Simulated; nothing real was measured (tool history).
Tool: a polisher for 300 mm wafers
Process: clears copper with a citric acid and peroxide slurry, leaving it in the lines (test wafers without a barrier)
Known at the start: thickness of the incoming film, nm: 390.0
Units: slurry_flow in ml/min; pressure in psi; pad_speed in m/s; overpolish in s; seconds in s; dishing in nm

run 1 hour=0 | slurry_flow=195 pressure=3.3 pad_speed=1.24 slurry_solids=1 overpolish=22 | seconds=108.08 dishing=36.02
run 2 hour=6.9 | slurry_flow=195 pressure=3.3 pad_speed=1.28 slurry_solids=1 overpolish=20 | seconds=100.91 dishing=34.52
run 3 hour=15.9 | slurry_flow=165 pressure=3.3 pad_speed=1.28 slurry_solids=1 overpolish=20 | seconds=103.31 dishing=33.754
run 4 hour=19.6 | slurry_flow=190 pressure=3.3 pad_speed=1.28 slurry_solids=1 overpolish=20 | seconds=99.429 dishing=34.586
run 5 hour=28.2 | slurry_flow=180 pressure=3.2 pad_speed=1.34 slurry_solids=0.95 overpolish=19 | seconds=104.72 dishing=33.044
run 6 hour=32.5 | slurry_flow=145 pressure=3.2 pad_speed=1.34 slurry_solids=0.95 overpolish=19 | seconds=103.89 dishing=33.516
run 7 hour=36.9 | slurry_flow=200 pressure=3.1 pad_speed=1.7 slurry_solids=0.9 overpolish=9 | seconds=85.261 dishing=23.482

Run 8 comes next. What will it give?
run 8 hour=41.3 | slurry_flow=205 pressure=3.1 pad_speed=1.72 slurry_solids=0.9 overpolish=9 | seconds=? dishing=?

Run 8 gave seconds 83.083 s, dishing 24.373 nm.

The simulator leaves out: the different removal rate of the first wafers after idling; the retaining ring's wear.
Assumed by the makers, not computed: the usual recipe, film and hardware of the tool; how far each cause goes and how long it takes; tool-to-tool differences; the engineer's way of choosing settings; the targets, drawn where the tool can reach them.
